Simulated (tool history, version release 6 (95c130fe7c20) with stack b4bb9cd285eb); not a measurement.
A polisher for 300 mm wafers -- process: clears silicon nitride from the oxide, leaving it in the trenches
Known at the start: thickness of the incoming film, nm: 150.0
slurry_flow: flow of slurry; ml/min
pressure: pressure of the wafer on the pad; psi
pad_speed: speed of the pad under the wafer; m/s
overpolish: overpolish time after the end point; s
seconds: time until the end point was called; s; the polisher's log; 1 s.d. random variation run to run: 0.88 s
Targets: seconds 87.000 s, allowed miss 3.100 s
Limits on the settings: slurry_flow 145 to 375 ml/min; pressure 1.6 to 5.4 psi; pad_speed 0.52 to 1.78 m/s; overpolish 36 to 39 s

{"run": 1, "hour": 0.0, "slurry_flow": 240, "pressure": 3.5, "pad_speed": 1.14, "overpolish": 36, "seconds": 108.12}
{"run": 2, "hour": 8.2, "slurry_flow": 240, "pressure": 3.7, "pad_speed": 1.14, "overpolish": 36, "seconds": 103.22}
{"run": 3, "hour": 11.0, "slurry_flow": 240, "pressure": 3.7, "pad_speed": 1.4, "overpolish": 36, "seconds": 83.152}
{"run": 4, "hour": 14.1, "slurry_flow": 240, "pressure": 3.7, "pad_speed": 1.4, "overpolish": 36, "seconds": 83.588}
{"run": 5, "hour": 20.7, "slurry_flow": 240, "pressure": 3.4, "pad_speed": 1.4, "overpolish": 36, "seconds": 90.15}
{"run": 6, "hour": 26.0, "slurry_flow": 240, "pressure": 3.9, "pad_speed": 1.4, "overpolish": 36, "seconds": 80.201}
{"hour": 29.8, "done": "slurry nozzle cleaned"}
{"run": 7, "hour": 29.8, "slurry_flow": 240, "pressure": 3.8, "pad_speed": 1.4, "overpolish": 36, "seconds": 79.647}
{"run": 8, "hour": 31.0, "slurry_flow": 240, "pressure": 3.7, "pad_speed": 1.4, "overpolish": 36, "seconds": 80.675}

5 candidate next runs follow, results not yet known. Just one meets every target within its allowed miss. Identify it.
{"run": "A", "hour": 32.2, "slurry_flow": 270, "pressure": 4.0, "pad_speed": 1.3, "overpolish": 39, "seconds": "?"}
{"run": "B", "hour": 32.2, "slurry_flow": 165, "pressure": 4.1, "pad_speed": 1.26, "overpolish": 39, "seconds": "?"}
{"run": "C", "hour": 32.2, "slurry_flow": 225, "pressure": 4.3, "pad_speed": 1.28, "overpolish": 36, "seconds": "?"}
{"run": "D", "hour": 32.2, "slurry_flow": 345, "pressure": 3.5, "pad_speed": 1.48, "overpolish": 36, "seconds": "?"}
{"run": "E", "hour": 32.2, "slurry_flow": 215, "pressure": 3.2, "pad_speed": 1.72, "overpolish": 36, "seconds": "?"}

move=A seconds=81.755
move=B seconds=87.089
move=C seconds=78.794
move=D seconds=80.336
move=E seconds=79.073
A: closes in on the targets versus the last run, not all within tolerance yet
B: meets every target
C: further off than the last run
D: further off than the last run
E: further off than the last run
The right move is B.
